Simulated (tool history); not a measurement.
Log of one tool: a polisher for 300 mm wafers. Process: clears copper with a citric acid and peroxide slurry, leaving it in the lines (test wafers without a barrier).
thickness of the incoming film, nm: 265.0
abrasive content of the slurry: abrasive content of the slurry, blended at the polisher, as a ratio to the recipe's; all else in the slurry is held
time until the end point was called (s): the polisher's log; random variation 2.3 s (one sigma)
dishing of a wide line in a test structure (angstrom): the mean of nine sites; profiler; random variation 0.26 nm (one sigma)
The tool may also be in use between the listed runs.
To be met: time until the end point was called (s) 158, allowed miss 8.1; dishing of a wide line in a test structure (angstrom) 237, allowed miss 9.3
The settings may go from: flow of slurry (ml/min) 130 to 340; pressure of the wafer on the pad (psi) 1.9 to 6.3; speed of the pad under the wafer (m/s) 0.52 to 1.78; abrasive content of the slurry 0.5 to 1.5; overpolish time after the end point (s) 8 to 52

run,hour,flow of slurry (ml/min),pressure of the wafer on the pad (psi),speed of the pad under the wafer (m/s),abrasive content of the slurry,overpolish time after the end point (s),time until the end point was called (s),dishing of a wide line in a test structure (angstrom)
1,0,220,4.1,1.14,1,26,76.71,514.35
2,1.7,220,4.1,1.14,0.9,26,77.167,504.08
3,7.2,220,4.1,1.14,0.9,16,81.001,374.37
4,12.4,220,4.1,1.28,0.9,16,69.269,394.29
5,17,255,4.1,1.28,0.9,16,68.259,395.91
6,23.4,255,3.8,1.24,0.9,16,77.897,370.26
7,24.3,255,3.5,1.2,0.9,16,85.891,344.99
8,29.1,255,3.2,1.16,0.9,16,96.715,313
9,32.4,255,3,1.12,0.9,16,107.47,291.35
10,37.5,250,1.9,1.02,0.9,18,183.71,205.19
11,45,255,1.9,1.02,0.9,18,176.85,200.36
12,53.1,255,2,1.02,0.9,19,171.9,222.05
13,59.8,255,2,1.02,0.9,19,171.1,221.56
# hour 62.4: slurry nozzle cleaned
14,62.4,260,2,1.02,0.9,19,166.63,228.71

4 next moves are on the table. One of them brings every result within its allowed miss. Which?
A,65,290,2.2,1.06,0.9,16,?,?
B,65,240,1.9,1.02,0.85,20,?,?
C,65,300,2,1.1,0.8,19,?,?
D,65,255,2.5,0.96,0.9,16,?,?

move,time until the end point was called (s),dishing of a wide line in a test structure (angstrom)
A,147.09,222.56
B,181,224.3
C,159.89,238.57
D,144.58,226.85
A: takes the result that was furthest off past its target
B: further off than the last run
C: meets every target
D: takes the result that was furthest off past its target
The right move is C.
